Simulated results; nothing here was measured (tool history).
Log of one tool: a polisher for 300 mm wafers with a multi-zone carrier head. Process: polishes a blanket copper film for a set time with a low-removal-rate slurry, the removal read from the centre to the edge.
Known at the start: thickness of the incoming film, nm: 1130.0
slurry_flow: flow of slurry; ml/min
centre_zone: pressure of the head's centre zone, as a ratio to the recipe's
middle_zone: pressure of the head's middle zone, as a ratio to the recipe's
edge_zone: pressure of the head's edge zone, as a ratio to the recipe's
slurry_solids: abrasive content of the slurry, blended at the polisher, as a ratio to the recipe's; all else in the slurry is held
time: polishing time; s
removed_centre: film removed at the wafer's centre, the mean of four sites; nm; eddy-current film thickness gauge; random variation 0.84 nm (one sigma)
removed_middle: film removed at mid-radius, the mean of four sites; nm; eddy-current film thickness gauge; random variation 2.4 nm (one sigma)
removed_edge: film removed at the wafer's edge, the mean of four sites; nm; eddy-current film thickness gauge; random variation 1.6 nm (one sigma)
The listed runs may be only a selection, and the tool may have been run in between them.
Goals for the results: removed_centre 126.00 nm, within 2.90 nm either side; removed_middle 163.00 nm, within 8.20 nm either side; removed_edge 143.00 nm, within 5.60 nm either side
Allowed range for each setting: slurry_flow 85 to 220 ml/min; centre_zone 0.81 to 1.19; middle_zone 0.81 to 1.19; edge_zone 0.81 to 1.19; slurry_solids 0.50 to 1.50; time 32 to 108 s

run 1 hour=0.0 | slurry_flow=140 centre_zone=1.00 middle_zone=1.00 edge_zone=1.00 slurry_solids=1.00 time=70 | removed_centre=189.67 removed_middle=192.81 removed_edge=187.17
run 2 hour=2.1 | slurry_flow=140 centre_zone=1.06 middle_zone=1.00 edge_zone=1.00 slurry_solids=1.00 time=70 | removed_centre=200.94 removed_middle=196.16 removed_edge=188.80
run 3 hour=5.8 | slurry_flow=135 centre_zone=1.03 middle_zone=1.01 edge_zone=0.99 slurry_solids=0.95 time=70 | removed_centre=189.76 removed_middle=191.70 removed_edge=184.82
run 4 hour=14.8 | slurry_flow=135 centre_zone=1.01 middle_zone=1.02 edge_zone=0.97 slurry_solids=0.90 time=69 | removed_centre=183.53 removed_middle=187.50 removed_edge=170.31
run 5 hour=15.8 | slurry_flow=130 centre_zone=0.99 middle_zone=1.03 edge_zone=0.98 slurry_solids=0.85 time=69 | removed_centre=175.45 removed_middle=184.41 removed_edge=171.51
run 6 hour=20.5 | slurry_flow=130 centre_zone=0.99 middle_zone=1.03 edge_zone=0.98 slurry_solids=0.85 time=77 | removed_centre=195.65 removed_middle=202.92 removed_edge=189.23
run 7 hour=23.1 | slurry_flow=130 centre_zone=0.99 middle_zone=1.03 edge_zone=0.98 slurry_solids=0.85 time=77 | removed_centre=196.00 removed_middle=205.36 removed_edge=195.76
run 8 hour=25.5 | slurry_flow=125 centre_zone=0.97 middle_zone=1.04 edge_zone=0.98 slurry_solids=0.80 time=76 | removed_centre=185.67 removed_middle=197.85 removed_edge=180.38
run 9 hour=28.9 | slurry_flow=120 centre_zone=0.95 middle_zone=1.05 edge_zone=1.00 slurry_solids=0.75 time=75 | removed_centre=172.64 removed_middle=194.34 removed_edge=177.53
run 10 hour=30.5 | slurry_flow=115 centre_zone=0.93 middle_zone=1.05 edge_zone=1.00 slurry_solids=0.70 time=75 | removed_centre=164.97 removed_middle=189.67 removed_edge=170.48
run 11 hour=38.9 | slurry_flow=110 centre_zone=0.92 middle_zone=1.05 edge_zone=1.00 slurry_solids=0.70 time=75 | removed_centre=162.55 removed_middle=182.34 removed_edge=174.59
run 12 hour=41.1 | slurry_flow=110 centre_zone=0.91 middle_zone=1.06 edge_zone=0.99 slurry_solids=0.70 time=74 | removed_centre=157.36 removed_middle=180.96 removed_edge=168.12
run 13 hour=43.2 | slurry_flow=90 centre_zone=0.81 middle_zone=1.06 edge_zone=0.91 slurry_solids=0.50 time=71 | removed_centre=114.50 removed_middle=145.94 removed_edge=133.44
run 14 hour=46.6 | slurry_flow=95 centre_zone=0.81 middle_zone=1.06 edge_zone=0.91 slurry_solids=0.50 time=71 | removed_centre=116.53 removed_middle=151.27 removed_edge=137.64
run 15 hour=48.4 | slurry_flow=100 centre_zone=0.81 middle_zone=1.06 edge_zone=0.91 slurry_solids=0.50 time=71 | removed_centre=118.11 removed_middle=152.96 removed_edge=137.29
run 16 hour=53.5 | slurry_flow=135 centre_zone=0.82 middle_zone=1.08 edge_zone=0.94 slurry_solids=0.55 time=71 | removed_centre=132.07 removed_middle=169.34 removed_edge=153.59
run 17 hour=59.8 | slurry_flow=135 centre_zone=0.82 middle_zone=1.08 edge_zone=0.93 slurry_solids=0.55 time=71 | removed_centre=133.08 removed_middle=172.58 removed_edge=150.14
run 18 hour=65.8 | slurry_flow=125 centre_zone=0.82 middle_zone=1.08 edge_zone=0.92 slurry_solids=0.55 time=71 | removed_centre=129.76 removed_middle=165.54 removed_edge=146.41
run 19 hour=66.3 | slurry_flow=120 centre_zone=0.82 middle_zone=1.09 edge_zone=0.92 slurry_solids=0.55 time=71 | removed_centre=129.58 removed_middle=167.53 removed_edge=146.95

Which single option among these 4 for the next run brings every result within its allowed miss of target? Just one does.
run A hour=66.8 | slurry_flow=120 centre_zone=0.89 middle_zone=1.19 edge_zone=0.98 slurry_solids=0.55 time=71 | removed_centre=? removed_middle=? removed_edge=?
run B hour=66.8 | slurry_flow=100 centre_zone=0.89 middle_zone=1.14 edge_zone=0.87 slurry_solids=0.65 time=66 | removed_centre=? removed_middle=? removed_edge=?
run C hour=66.8 | slurry_flow=150 centre_zone=0.81 middle_zone=0.99 edge_zone=0.99 slurry_solids=0.60 time=68 | removed_centre=? removed_middle=? removed_edge=?
run D hour=66.8 | slurry_flow=90 centre_zone=0.88 middle_zone=1.16 edge_zone=1.00 slurry_solids=0.50 time=73 | removed_centre=? removed_middle=? removed_edge=?

move=A removed_centre=139.93 removed_middle=183.24 removed_edge=150.47
move=B removed_centre=132.03 removed_middle=167.66 removed_edge=138.91
move=C removed_centre=133.50 removed_middle=161.49 removed_edge=154.23
move=D removed_centre=127.41 removed_middle=166.47 removed_edge=143.70
A: the biggest miss grows against the last run
B: the biggest miss grows against the last run
C: the biggest miss grows against the last run
D: in spec on every target
D meets every target.
